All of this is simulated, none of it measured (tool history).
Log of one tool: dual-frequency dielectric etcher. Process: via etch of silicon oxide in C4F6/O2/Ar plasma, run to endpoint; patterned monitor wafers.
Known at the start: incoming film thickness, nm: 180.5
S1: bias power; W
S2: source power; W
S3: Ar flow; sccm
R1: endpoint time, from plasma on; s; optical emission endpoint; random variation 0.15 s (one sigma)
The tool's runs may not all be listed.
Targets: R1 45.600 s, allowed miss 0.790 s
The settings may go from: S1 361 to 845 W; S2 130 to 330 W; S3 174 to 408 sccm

run  hour   S1   S2   S3      R1
  1   0.0  603  230  291  49.302
  2   8.3  630  230  291  48.616
  3  16.2  630  190  291  51.216
  4  19.0  708  190  291  49.334
  5  26.4  628  190  291  51.609
  6  30.6  708  190  291  49.385
  7  38.3  738  190  290  48.913
  8  45.2  761  200  288  47.631
  9  50.1  761  200  288  47.272
 10  55.8  761  200  288  47.735

5 next moves are on the table. One of them brings every result within its allowed miss. Which?
  A  61.5  775  260  275   ?
  B  61.5  669  210  253   ?
  C  61.5  845  200  276   ?
  D  61.5  729  210  289   ?
  E  61.5  734  180  290   ?

move      R1
   A  43.804
   B  48.214
   C  45.758
   D  47.851
   E  49.782
A: takes the result that was furthest off past its target
B: further off than the last run
C: meets every target
D: further off than the last run
E: further off than the last run
The right move is C.

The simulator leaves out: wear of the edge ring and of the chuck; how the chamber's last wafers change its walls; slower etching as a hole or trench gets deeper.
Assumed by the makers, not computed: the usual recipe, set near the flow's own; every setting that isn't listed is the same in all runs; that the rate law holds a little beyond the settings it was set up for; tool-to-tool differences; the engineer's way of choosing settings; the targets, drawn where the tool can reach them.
